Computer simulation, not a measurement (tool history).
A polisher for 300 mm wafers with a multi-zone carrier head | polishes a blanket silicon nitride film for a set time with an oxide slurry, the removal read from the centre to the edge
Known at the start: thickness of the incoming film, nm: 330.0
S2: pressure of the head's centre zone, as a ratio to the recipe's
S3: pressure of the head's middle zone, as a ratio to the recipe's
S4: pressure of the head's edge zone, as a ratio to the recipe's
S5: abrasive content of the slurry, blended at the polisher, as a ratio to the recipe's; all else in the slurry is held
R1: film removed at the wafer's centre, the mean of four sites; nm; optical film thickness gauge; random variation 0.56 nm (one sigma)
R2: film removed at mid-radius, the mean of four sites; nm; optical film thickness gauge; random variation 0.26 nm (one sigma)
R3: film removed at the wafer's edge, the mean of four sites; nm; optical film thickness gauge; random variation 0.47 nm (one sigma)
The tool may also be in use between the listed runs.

{"run": 1, "hour": 0.0, "flow of slurry (ml/min)": 270, "S2": 1.0, "S3": 1.0, "S4": 1.0, "S5": 1.0, "polishing time (s)": 77, "R1": 83.979, "R2": 81.885, "R3": 80.719}
{"run": 2, "hour": 6.9, "flow of slurry (ml/min)": 270, "S2": 1.02, "S3": 0.97, "S4": 0.97, "S5": 0.9, "polishing time (s)": 71, "R1": 70.858, "R2": 69.018, "R3": 69.12}
{"run": 3, "hour": 15.6, "flow of slurry (ml/min)": 270, "S2": 1.07, "S3": 0.97, "S4": 0.97, "S5": 0.9, "polishing time (s)": 71, "R1": 75.788, "R2": 69.244, "R3": 66.802}
{"run": 4, "hour": 20.2, "flow of slurry (ml/min)": 270, "S2": 1.11, "S3": 0.97, "S4": 0.97, "S5": 0.9, "polishing time (s)": 71, "R1": 77.712, "R2": 68.62, "R3": 70.003}
{"run": 5, "hour": 28.8, "flow of slurry (ml/min)": 270, "S2": 1.13, "S3": 0.94, "S4": 0.94, "S5": 0.8, "polishing time (s)": 68, "R1": 66.552, "R2": 57.88, "R3": 58.42}
{"run": 6, "hour": 36.3, "flow of slurry (ml/min)": 270, "S2": 1.14, "S3": 0.92, "S4": 0.91, "S5": 0.75, "polishing time (s)": 68, "R1": 64.995, "R2": 54.075, "R3": 54.342}
{"run": 7, "hour": 43.6, "flow of slurry (ml/min)": 265, "S2": 1.13, "S3": 0.9, "S4": 0.89, "S5": 0.7, "polishing time (s)": 68, "R1": 59.982, "R2": 48.495, "R3": 50.398}
{"run": 8, "hour": 50.0, "flow of slurry (ml/min)": 270, "S2": 1.12, "S3": 0.9, "S4": 0.87, "S5": 0.65, "polishing time (s)": 68, "R1": 54.948, "R2": 44.433, "R3": 45.44}
{"run": 9, "hour": 58.8, "flow of slurry (ml/min)": 270, "S2": 1.11, "S3": 0.9, "S4": 0.86, "S5": 0.65, "polishing time (s)": 68, "R1": 54.114, "R2": 44.54, "R3": 44.427}
{"run": 10, "hour": 62.8, "flow of slurry (ml/min)": 270, "S2": 1.1, "S3": 0.89, "S4": 0.85, "S5": 0.65, "polishing time (s)": 68, "R1": 53.077, "R2": 44.518, "R3": 44.535}
{"run": 11, "hour": 66.8, "flow of slurry (ml/min)": 235, "S2": 1.12, "S3": 0.85, "S4": 0.81, "S5": 0.55, "polishing time (s)": 68, "R1": 42.159, "R2": 32.909, "R3": 33.966}
{"run": 12, "hour": 75.5, "flow of slurry (ml/min)": 255, "S2": 1.11, "S3": 0.85, "S4": 0.81, "S5": 0.55, "polishing time (s)": 68, "R1": 42.36, "R2": 33.649, "R3": 34.161}
{"run": 13, "hour": 80.7, "flow of slurry (ml/min)": 280, "S2": 1.11, "S3": 0.85, "S4": 0.82, "S5": 0.55, "polishing time (s)": 68, "R1": 42.384, "R2": 34.32, "R3": 34.488}
{"run": 14, "hour": 83.0, "flow of slurry (ml/min)": 280, "S2": 1.11, "S3": 0.85, "S4": 0.82, "S5": 0.55, "polishing time (s)": 68, "R1": 42.287, "R2": 33.936, "R3": 34.983}
{"run": 15, "hour": 87.7, "flow of slurry (ml/min)": 325, "S2": 1.19, "S3": 0.95, "S4": 0.92, "S5": 0.8, "polishing time (s)": 68, "R1": 71.605, "R2": 59.001, "R3": 59.216}
{"run": 16, "hour": 89.1, "flow of slurry (ml/min)": 325, "S2": 1.17, "S3": 0.93, "S4": 0.9, "S5": 0.8, "polishing time (s)": 68, "R1": 72.463, "R2": 58.669, "R3": 59.145}
{"run": 17, "hour": 96.8, "flow of slurry (ml/min)": 325, "S2": 1.17, "S3": 0.93, "S4": 0.9, "S5": 0.8, "polishing time (s)": 68, "R1": 71.252, "R2": 58.469, "R3": 58.577}
{"run": 18, "hour": 104.5, "flow of slurry (ml/min)": 305, "S2": 1.14, "S3": 0.91, "S4": 0.88, "S5": 0.8, "polishing time (s)": 68, "R1": 69.266, "R2": 56.953, "R3": 57.021}
{"run": 19, "hour": 112.9, "flow of slurry (ml/min)": 240, "S2": 1.06, "S3": 0.82, "S4": 0.81, "S5": 0.55, "polishing time (s)": 59, "R1": 35.034, "R2": 27.934, "R3": 30.168}
{"run": 20, "hour": 115.0, "flow of slurry (ml/min)": 250, "S2": 1.09, "S3": 0.85, "S4": 0.84, "S5": 0.55, "polishing time (s)": 58, "R1": 35.425, "R2": 28.609, "R3": 30.205}
{"run": 21, "hour": 116.9, "flow of slurry (ml/min)": 250, "S2": 1.09, "S3": 0.85, "S4": 0.84, "S5": 0.55, "polishing time (s)": 58, "R1": 35.529, "R2": 28.283, "R3": 29.659}
{"run": 22, "hour": 119.7, "flow of slurry (ml/min)": 250, "S2": 1.11, "S3": 0.89, "S4": 0.89, "S5": 0.55, "polishing time (s)": 58, "R1": 36.201, "R2": 29.487, "R3": 30.93}
{"run": 23, "hour": 122.2, "flow of slurry (ml/min)": 245, "S2": 1.13, "S3": 0.91, "S4": 0.9, "S5": 0.6, "polishing time (s)": 58, "R1": 41.929, "R2": 34.516, "R3": 34.466}
{"run": 24, "hour": 128.0, "flow of slurry (ml/min)": 245, "S2": 1.13, "S3": 0.91, "S4": 0.9, "S5": 0.6, "polishing time (s)": 58, "R1": 41.659, "R2": 34.211, "R3": 35.737}
{"run": 25, "hour": 132.7, "flow of slurry (ml/min)": 250, "S2": 1.14, "S3": 0.92, "S4": 0.9, "S5": 0.6, "polishing time (s)": 58, "R1": 41.779, "R2": 34.521, "R3": 35.488}
{"run": 26, "hour": 137.5, "flow of slurry (ml/min)": 260, "S2": 1.15, "S3": 0.92, "S4": 0.9, "S5": 0.6, "polishing time (s)": 58, "R1": 42.48, "R2": 34.888, "R3": 35.354}

The next listed run, before its measurement:
{"run": 27, "hour": 143.4, "flow of slurry (ml/min)": 260, "S2": 1.16, "S3": 0.92, "S4": 0.91, "S5": 0.6, "polishing time (s)": 58, "R1": "?", "R2": "?", "R3": "?"}

{"run 27": {"R1": 42.24, "R2": 35.02, "R3": 35.484}}
